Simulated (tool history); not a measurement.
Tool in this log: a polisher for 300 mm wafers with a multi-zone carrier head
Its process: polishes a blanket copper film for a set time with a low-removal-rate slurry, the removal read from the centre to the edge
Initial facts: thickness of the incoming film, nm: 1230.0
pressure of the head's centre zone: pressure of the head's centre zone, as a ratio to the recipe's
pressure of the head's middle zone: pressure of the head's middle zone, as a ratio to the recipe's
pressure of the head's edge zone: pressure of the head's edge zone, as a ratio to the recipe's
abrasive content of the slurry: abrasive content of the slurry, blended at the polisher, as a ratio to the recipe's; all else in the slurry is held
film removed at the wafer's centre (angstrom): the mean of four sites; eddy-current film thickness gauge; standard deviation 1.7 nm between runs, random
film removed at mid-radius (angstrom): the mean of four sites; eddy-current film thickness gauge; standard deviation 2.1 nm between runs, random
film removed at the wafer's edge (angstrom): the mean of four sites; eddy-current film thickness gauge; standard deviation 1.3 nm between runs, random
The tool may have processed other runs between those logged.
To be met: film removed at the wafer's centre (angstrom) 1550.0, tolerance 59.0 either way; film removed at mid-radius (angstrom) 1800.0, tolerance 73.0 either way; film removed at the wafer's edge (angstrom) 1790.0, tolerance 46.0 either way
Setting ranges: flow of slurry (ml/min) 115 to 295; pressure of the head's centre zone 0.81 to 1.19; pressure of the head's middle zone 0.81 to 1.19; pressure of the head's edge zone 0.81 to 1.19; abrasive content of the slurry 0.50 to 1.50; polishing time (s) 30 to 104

run,day,flow of slurry (ml/min),pressure of the head's centre zone,pressure of the head's middle zone,pressure of the head's edge zone,abrasive content of the slurry,polishing time (s),film removed at the wafer's centre (angstrom),film removed at mid-radius (angstrom),film removed at the wafer's edge (angstrom)
1,0.000,190,1.00,1.00,1.00,1.00,67,2317.4,2320.6,2354.5
2,0.258,165,1.00,1.00,1.00,1.00,67,2308.9,2288.9,2321.5
3,0.488,165,1.05,1.00,1.00,1.00,67,2369.9,2264.3,2320.3
4,0.817,160,1.00,1.00,1.00,0.90,65,2115.1,2167.1,2195.2
5,1.167,205,1.00,1.00,1.00,0.90,65,2237.2,2241.8,2227.8
6,1.217,230,1.00,1.00,1.00,0.90,65,2303.5,2306.7,2277.0
7,1.383,215,0.96,0.98,0.97,0.80,64,2090.0,2129.1,2129.7
8,1.546,200,0.92,0.98,0.95,0.75,64,1930.9,2063.7,2048.7
9,1.646,190,0.89,0.97,0.93,0.70,64,1815.1,1973.9,1993.2
10,1.796,180,0.87,0.97,0.91,0.70,64,1753.5,1951.7,1944.9
11,1.879,170,0.86,0.97,0.89,0.70,64,1727.5,1967.0,1922.0
12,2.246,165,0.85,0.96,0.88,0.70,64,1693.3,1884.5,1887.8
13,2.542,160,0.84,0.96,0.87,0.70,64,1682.1,1935.2,1891.0
14,2.600,155,0.83,0.95,0.86,0.70,64,1630.2,1873.7,1883.7
15,2.962,155,0.83,0.95,0.86,0.70,64,1629.8,1862.0,1847.6
16,3.129,150,0.83,0.95,0.86,0.70,64,1608.4,1856.9,1866.8

Consider the 5 candidate settings below. Which is the only one whose results all fall within their allowed miss of target?
A,3.296,115,0.86,0.97,0.86,0.60,68,?,?,?
B,3.296,140,0.81,1.00,0.83,0.80,63,?,?,?
C,3.296,160,0.81,1.06,0.87,1.05,54,?,?,?
D,3.296,125,0.85,0.85,0.90,0.75,66,?,?,?
E,3.296,165,0.81,0.89,1.10,0.75,60,?,?,?

move,film removed at the wafer's centre (angstrom),film removed at mid-radius (angstrom),film removed at the wafer's edge (angstrom)
A,1570.4,1827.7,1823.3
B,1573.5,1975.8,1862.8
C,1496.7,1959.2,1785.6
D,1643.2,1744.2,1953.3
E,1532.7,1751.6,2047.0
A: hits every target within its allowed miss
B: lands further from the targets than the last run did
C: corrects the largest miss of the last run, while another result sits out of spec
D: lands further from the targets than the last run did
E: lands further from the targets than the last run did
Answer: A
